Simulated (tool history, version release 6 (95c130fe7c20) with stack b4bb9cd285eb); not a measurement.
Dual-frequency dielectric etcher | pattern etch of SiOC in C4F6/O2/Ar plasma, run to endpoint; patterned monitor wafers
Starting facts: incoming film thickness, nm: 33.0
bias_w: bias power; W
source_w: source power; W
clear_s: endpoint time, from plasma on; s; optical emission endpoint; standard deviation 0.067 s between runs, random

run,hour,bias_w,source_w,clear_s
1,0.0,450,260,12.555
2,5.1,501,260,11.917
3,13.7,501,290,11.526
4,16.8,501,330,11.096
5,22.1,443,330,11.628
6,28.5,407,330,11.956

The next listed run, before its measurement:
7,31.3,380,330,?

{"run 7": {"clear_s": 12.227}}

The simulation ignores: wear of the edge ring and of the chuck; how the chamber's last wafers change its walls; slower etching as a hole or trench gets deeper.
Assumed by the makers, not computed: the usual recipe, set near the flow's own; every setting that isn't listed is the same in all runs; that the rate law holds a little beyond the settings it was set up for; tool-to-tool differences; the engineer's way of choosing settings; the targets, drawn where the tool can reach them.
